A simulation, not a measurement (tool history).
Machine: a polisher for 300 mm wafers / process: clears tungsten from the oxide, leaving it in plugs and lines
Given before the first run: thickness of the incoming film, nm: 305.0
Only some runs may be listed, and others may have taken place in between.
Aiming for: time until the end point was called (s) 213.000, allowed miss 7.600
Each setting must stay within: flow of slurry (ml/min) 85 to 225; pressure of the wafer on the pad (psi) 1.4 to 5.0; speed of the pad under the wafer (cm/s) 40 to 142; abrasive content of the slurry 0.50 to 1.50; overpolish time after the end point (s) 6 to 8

| run | hour | flow of slurry (ml/min) | pressure of the wafer on the pad (psi) | speed of the pad under the wafer (cm/s) | abrasive content of the slurry | overpolish time after the end point (s) | time until the end point was called (s) |
|---|---|---|---|---|---|---|---|
| 1 | 0.0 | 145 | 3.2 | 90 | 1.00 | 8 | 85.862 |
| 2 | 1.8 | 165 | 3.2 | 90 | 1.00 | 8 | 84.941 |
| 3 | 4.6 | 165 | 3.2 | 90 | 0.90 | 8 | 85.344 |
| 4 | 6.0 | 140 | 3.2 | 90 | 0.90 | 8 | 86.372 |
| 5 | 7.0 | 140 | 3.0 | 86 | 0.90 | 8 | 97.521 |
| 6 | 13.6 | 140 | 3.0 | 86 | 0.90 | 8 | 98.096 |
| 7 | 15.4 | 140 | 2.8 | 84 | 0.90 | 8 | 104.720 |
| 8 | 18.0 | 140 | 2.6 | 80 | 0.90 | 8 | 118.720 |
| 9 | 24.7 | 140 | 2.4 | 78 | 0.90 | 8 | 131.070 |
| 10 | 31.8 | 140 | 2.3 | 76 | 0.90 | 8 | 141.020 |
| 11 | 39.7 | 125 | 1.4 | 68 | 0.90 | 8 | 239.590 |

Which one of the following 4 next-run settings gets every result inside its allowed miss? There is exactly one.
| A | 47.6 | 115 | 2.1 | 42 | 0.70 | 7 | ? |
| B | 47.6 | 140 | 1.6 | 50 | 1.15 | 8 | ? |
| C | 47.6 | 110 | 1.7 | 58 | 0.85 | 8 | ? |
| D | 47.6 | 110 | 1.4 | 82 | 0.90 | 8 | ? |

| move | time until the end point was called (s) |
|---|---|
| A | 284.540 |
| B | 266.450 |
| C | 248.720 |
| D | 209.710 |
A: lands further from the targets than the last run did
B: lands further from the targets than the last run did
C: lands further from the targets than the last run did
D: in spec on every target
The right move is D.

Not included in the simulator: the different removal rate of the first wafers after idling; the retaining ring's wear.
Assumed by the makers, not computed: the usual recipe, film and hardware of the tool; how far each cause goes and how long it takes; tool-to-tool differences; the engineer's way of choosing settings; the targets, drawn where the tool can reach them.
